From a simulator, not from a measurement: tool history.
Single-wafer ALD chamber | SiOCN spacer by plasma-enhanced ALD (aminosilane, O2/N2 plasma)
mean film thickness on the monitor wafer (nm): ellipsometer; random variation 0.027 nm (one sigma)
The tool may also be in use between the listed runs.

run	hour	heater temperature setpoint (°C)	number of ALD cycles (cycles)	mean film thickness on the monitor wafer (nm)
1	0.0	380	72	3.9882
2	6.6	380	74	4.1279
3	10.6	380	82	4.5997
4	17.8	380	72	3.9861
5	26.2	385	72	4.0165
6	30.9	391	72	3.9699
7	34.4	391	74	4.1484

The next listed run, before its measurement:
8	39.8	391	76	?

Run 8 gave mean film thickness on the monitor wafer (nm) 4.2906.
